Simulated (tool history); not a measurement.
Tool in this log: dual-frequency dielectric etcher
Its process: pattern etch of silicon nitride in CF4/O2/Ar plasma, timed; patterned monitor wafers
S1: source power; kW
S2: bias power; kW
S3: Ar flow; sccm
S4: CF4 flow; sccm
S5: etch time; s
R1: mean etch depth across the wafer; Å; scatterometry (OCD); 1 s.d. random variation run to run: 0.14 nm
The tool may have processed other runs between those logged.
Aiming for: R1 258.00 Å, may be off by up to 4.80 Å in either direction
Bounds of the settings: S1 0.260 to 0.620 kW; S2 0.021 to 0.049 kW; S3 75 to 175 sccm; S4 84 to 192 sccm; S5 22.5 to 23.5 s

| run | hour | S1 | S2 | S3 | S4 | S5 | R1 |
|---|---|---|---|---|---|---|---|
| 1 | 0.0 | 0.440 | 0.035 | 125 | 138 | 22.5 | 332.47 |
| 2 | 3.4 | 0.440 | 0.035 | 125 | 129 | 22.5 | 328.41 |
| 3 | 11.3 | 0.440 | 0.035 | 104 | 129 | 22.5 | 336.34 |
| 4 | 12.0 | 0.440 | 0.035 | 104 | 141 | 22.5 | 340.65 |
| 5 | 20.9 | 0.440 | 0.035 | 104 | 133 | 22.5 | 334.38 |
| 6 | 22.5 | 0.420 | 0.035 | 104 | 133 | 22.5 | 323.50 |
| 7 | 28.4 | 0.400 | 0.035 | 104 | 133 | 22.5 | 308.88 |
| 8 | 36.1 | 0.310 | 0.034 | 104 | 133 | 22.5 | 239.45 |

Pick the move, out of 4, that brings all results within their allowed miss; only one does.
| A | 43.8 | 0.310 | 0.039 | 103 | 186 | 22.5 | ? |
| B | 43.8 | 0.290 | 0.030 | 104 | 126 | 23.5 | ? |
| C | 43.8 | 0.320 | 0.029 | 107 | 162 | 23.0 | ? |
| D | 43.8 | 0.330 | 0.037 | 96 | 116 | 23.5 | ? |

| move | R1 |
|---|---|
| A | 259.65 |
| B | 225.98 |
| C | 248.74 |
| D | 270.00 |
A: all results in spec
B: further off than the last run
C: an improvement on the last run, though not all results are within tolerance
D: moves the result that the last run missed by most past its target, out the other side
Move A is the one to make.

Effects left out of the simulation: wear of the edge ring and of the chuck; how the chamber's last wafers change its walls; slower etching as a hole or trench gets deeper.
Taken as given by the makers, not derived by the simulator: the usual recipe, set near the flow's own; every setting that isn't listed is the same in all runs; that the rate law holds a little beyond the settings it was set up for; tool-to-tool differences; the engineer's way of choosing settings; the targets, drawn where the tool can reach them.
